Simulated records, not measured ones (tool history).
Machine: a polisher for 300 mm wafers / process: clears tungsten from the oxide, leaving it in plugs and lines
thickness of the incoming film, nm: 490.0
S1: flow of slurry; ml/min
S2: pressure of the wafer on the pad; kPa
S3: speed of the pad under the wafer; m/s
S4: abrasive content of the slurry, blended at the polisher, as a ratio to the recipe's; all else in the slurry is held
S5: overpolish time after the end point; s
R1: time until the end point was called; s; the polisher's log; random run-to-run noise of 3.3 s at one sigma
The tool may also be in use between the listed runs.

| run | hour | S1 | S2 | S3 | S4 | S5 | R1 |
|---|---|---|---|---|---|---|---|
| 1 | 0.0 | 260 | 22.1 | 1.28 | 1.0 | 40 | 114.30 |
| 2 | 5.8 | 260 | 22.1 | 1.08 | 1.0 | 40 | 127.00 |
| 3 | 6.9 | 260 | 22.1 | 1.08 | 1.0 | 43 | 126.54 |
| 4 | 10.7 | 260 | 20.7 | 1.06 | 1.0 | 43 | 137.76 |
| 5 | 15.6 | 260 | 20.7 | 1.06 | 1.0 | 40 | 131.11 |
| 6 | 22.8 | 260 | 19.3 | 1.04 | 1.0 | 40 | 144.88 |
| 7 | 27.2 | 260 | 18.6 | 1.02 | 1.0 | 40 | 155.08 |
| 8 | 34.6 | 260 | 17.9 | 1.02 | 1.0 | 40 | 158.49 |

Run 9 has not been measured yet. What should we expect?
| 9 | 43.3 | 260 | 17.2 | 1.02 | 1.0 | 40 | ? |

R1: 161.75 s

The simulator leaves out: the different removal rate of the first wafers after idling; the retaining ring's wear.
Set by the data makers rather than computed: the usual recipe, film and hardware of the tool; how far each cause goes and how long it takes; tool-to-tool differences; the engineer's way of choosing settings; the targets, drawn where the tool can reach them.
